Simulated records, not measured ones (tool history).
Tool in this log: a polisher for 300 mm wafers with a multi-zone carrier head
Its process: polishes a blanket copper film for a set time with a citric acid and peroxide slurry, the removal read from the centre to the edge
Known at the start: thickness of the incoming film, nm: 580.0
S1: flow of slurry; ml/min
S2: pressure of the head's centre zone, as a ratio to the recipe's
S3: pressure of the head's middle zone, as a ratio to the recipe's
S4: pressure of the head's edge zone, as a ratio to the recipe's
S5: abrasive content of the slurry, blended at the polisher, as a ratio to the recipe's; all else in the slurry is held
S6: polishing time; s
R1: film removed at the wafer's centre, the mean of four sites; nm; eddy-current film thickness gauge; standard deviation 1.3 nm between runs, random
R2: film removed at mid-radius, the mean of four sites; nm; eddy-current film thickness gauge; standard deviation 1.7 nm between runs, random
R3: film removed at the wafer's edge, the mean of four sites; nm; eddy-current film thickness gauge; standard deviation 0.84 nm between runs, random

{"run": 1, "hour": 0.0, "S1": 195, "S2": 1, "S3": 1, "S4": 1, "S5": 1, "S6": 84, "R1": 232.89, "R2": 229.37, "R3": 217.58}
{"run": 2, "hour": 7.8, "S1": 195, "S2": 0.99, "S3": 1, "S4": 0.98, "S5": 0.95, "S6": 82, "R1": 222.03, "R2": 225.76, "R3": 212.44}
{"run": 3, "hour": 12.0, "S1": 195, "S2": 1, "S3": 1, "S4": 0.97, "S5": 0.9, "S6": 79, "R1": 215.17, "R2": 214.96, "R3": 199.53}
{"run": 4, "hour": 13.8, "S1": 190, "S2": 1, "S3": 1, "S4": 0.96, "S5": 0.85, "S6": 77, "R1": 204.18, "R2": 204.63, "R3": 190.4}
{"run": 5, "hour": 17.2, "S1": 190, "S2": 1.03, "S3": 1, "S4": 0.96, "S5": 0.85, "S6": 77, "R1": 213.04, "R2": 207.86, "R3": 191.64}
{"hour": 24.6, "done": "worn pad replaced by a new one"}
{"run": 6, "hour": 24.6, "S1": 190, "S2": 1.03, "S3": 1, "S4": 0.95, "S5": 0.8, "S6": 75, "R1": 211.71, "R2": 213.3, "R3": 193.75}
{"run": 7, "hour": 28.8, "S1": 190, "S2": 1.02, "S3": 1, "S4": 0.93, "S5": 0.85, "S6": 73, "R1": 213.61, "R2": 208.87, "R3": 190.52}
{"run": 8, "hour": 30.4, "S1": 195, "S2": 1.03, "S3": 1.01, "S4": 0.95, "S5": 0.8, "S6": 70, "R1": 203.87, "R2": 200.44, "R3": 183.73}
{"run": 9, "hour": 33.3, "S1": 190, "S2": 1.03, "S3": 1.01, "S4": 0.94, "S5": 0.75, "S6": 68, "R1": 195.37, "R2": 193.04, "R3": 174.59}
{"run": 10, "hour": 34.8, "S1": 185, "S2": 1.02, "S3": 1.01, "S4": 0.93, "S5": 0.7, "S6": 66, "R1": 184.87, "R2": 182.72, "R3": 165.77}
{"run": 11, "hour": 35.7, "S1": 180, "S2": 1.01, "S3": 1.01, "S4": 0.92, "S5": 0.7, "S6": 66, "R1": 181.38, "R2": 184.05, "R3": 163.12}
{"run": 12, "hour": 41.5, "S1": 175, "S2": 1, "S3": 1, "S4": 0.91, "S5": 0.7, "S6": 66, "R1": 179.4, "R2": 178.24, "R3": 163.59}
{"run": 13, "hour": 49.1, "S1": 170, "S2": 1, "S3": 1, "S4": 0.9, "S5": 0.7, "S6": 65, "R1": 174.76, "R2": 180.22, "R3": 159}
{"run": 14, "hour": 50.5, "S1": 165, "S2": 1, "S3": 0.99, "S4": 0.89, "S5": 0.7, "S6": 65, "R1": 175.78, "R2": 177.17, "R3": 160.28}
{"run": 15, "hour": 57.1, "S1": 165, "S2": 0.98, "S3": 1, "S4": 0.83, "S5": 0.5, "S6": 56, "R1": 141.74, "R2": 146.98, "R3": 126.5}
{"run": 16, "hour": 59.1, "S1": 165, "S2": 0.98, "S3": 1, "S4": 0.84, "S5": 0.5, "S6": 56, "R1": 140.81, "R2": 147.93, "R3": 127.71}
{"run": 17, "hour": 65.4, "S1": 165, "S2": 0.98, "S3": 1, "S4": 0.85, "S5": 0.5, "S6": 56, "R1": 140.65, "R2": 145.91, "R3": 126.77}
{"run": 18, "hour": 72.0, "S1": 165, "S2": 0.98, "S3": 1.01, "S4": 0.86, "S5": 0.5, "S6": 56, "R1": 142.05, "R2": 146.57, "R3": 127.7}
{"run": 19, "hour": 75.7, "S1": 165, "S2": 0.98, "S3": 1.01, "S4": 0.87, "S5": 0.5, "S6": 56, "R1": 142.99, "R2": 150.09, "R3": 128.79}

Expected results for the next run?
{"run": 20, "hour": 81.0, "S1": 220, "S2": 0.99, "S3": 0.98, "S4": 0.95, "S5": 0.55, "S6": 56, "R1": "?", "R2": "?", "R3": "?"}

R1: 149.44 nm
R2: 147.09 nm
R3: 138.61 nm

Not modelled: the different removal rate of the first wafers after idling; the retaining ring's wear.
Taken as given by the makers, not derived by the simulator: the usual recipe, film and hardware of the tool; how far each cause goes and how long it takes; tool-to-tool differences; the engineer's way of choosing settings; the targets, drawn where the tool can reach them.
